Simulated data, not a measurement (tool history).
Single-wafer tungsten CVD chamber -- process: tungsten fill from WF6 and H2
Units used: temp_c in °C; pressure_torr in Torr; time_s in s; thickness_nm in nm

run	hour	temp_c	pressure_torr	time_s	thickness_nm
1	0.0	370	38.5	15.9	27.754
2	8.5	361	38.5	15.9	22.332
3	16.8	359	38.5	15.9	21.222
4	19.2	358	38.5	15.9	20.722
5	23.7	348	38.5	15.9	15.955
6	27.0	348	38.5	15.9	15.914
7	34.7	351	38.6	15.9	17.256

Run 8 is up next; what results do you expect?
8	38.8	353	38.7	15.9	?

Run 8 produced thickness_nm 18.013 nm.
